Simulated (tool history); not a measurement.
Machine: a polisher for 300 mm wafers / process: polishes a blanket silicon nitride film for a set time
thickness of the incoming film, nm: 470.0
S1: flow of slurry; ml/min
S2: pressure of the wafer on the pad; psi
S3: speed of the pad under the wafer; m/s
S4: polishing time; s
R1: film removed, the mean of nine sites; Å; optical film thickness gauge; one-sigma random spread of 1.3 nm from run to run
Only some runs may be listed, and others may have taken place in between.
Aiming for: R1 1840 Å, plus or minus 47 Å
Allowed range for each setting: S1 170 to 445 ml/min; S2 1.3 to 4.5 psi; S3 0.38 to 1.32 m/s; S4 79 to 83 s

run,hour,S1,S2,S3,S4,R1
1,0,285,2.9,0.84,79,1127.8
2,6.1,290,3.3,0.84,79,1276.9
3,9.9,290,3.3,0.84,79,1289.6
4,14.2,290,2.9,0.84,79,1146.6
5,22.9,305,3.4,0.84,79,1331.8
6,24.1,310,3.7,0.84,79,1437.3
7,31.5,310,3.9,0.84,79,1514.1
8,33.2,310,4.1,0.84,79,1590.5
9,40.6,315,4.2,0.86,79,1649.1
10,43,315,4.5,0.88,79,1790.6
11,47.7,320,4.5,0.88,79,1764

Which of these 4 next moves meets every target?
A,52.4,325,4.4,1.02,80,?
B,52.4,335,4.5,0.88,82,?
C,52.4,310,4.1,0.94,81,?
D,52.4,320,4.5,0.76,81,?

move,R1
A,1955.8
B,1862.3
C,1747.4
D,1667.3
A: carries the result that was furthest off beyond its target, to the other side
B: all results in spec
C: further off than the last run
D: further off than the last run
B meets every target.
